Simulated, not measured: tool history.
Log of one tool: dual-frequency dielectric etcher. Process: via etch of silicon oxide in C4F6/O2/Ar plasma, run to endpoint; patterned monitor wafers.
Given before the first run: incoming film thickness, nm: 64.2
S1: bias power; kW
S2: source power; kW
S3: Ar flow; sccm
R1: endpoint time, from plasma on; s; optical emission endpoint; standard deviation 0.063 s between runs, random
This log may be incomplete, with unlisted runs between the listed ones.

run,hour,S1,S2,S3,R1
1,0.0,0.420,0.330,237,15.187
2,6.0,0.420,0.290,237,15.841
3,7.5,0.420,0.290,203,15.603
4,14.6,0.464,0.290,203,15.000
5,17.2,0.464,0.310,203,14.721
6,21.4,0.440,0.300,204,15.263
7,26.3,0.421,0.300,205,15.363

Run 8 comes next. What will it give?
8,27.9,0.403,0.290,206,?

{"run 8": {"R1": 15.918}}
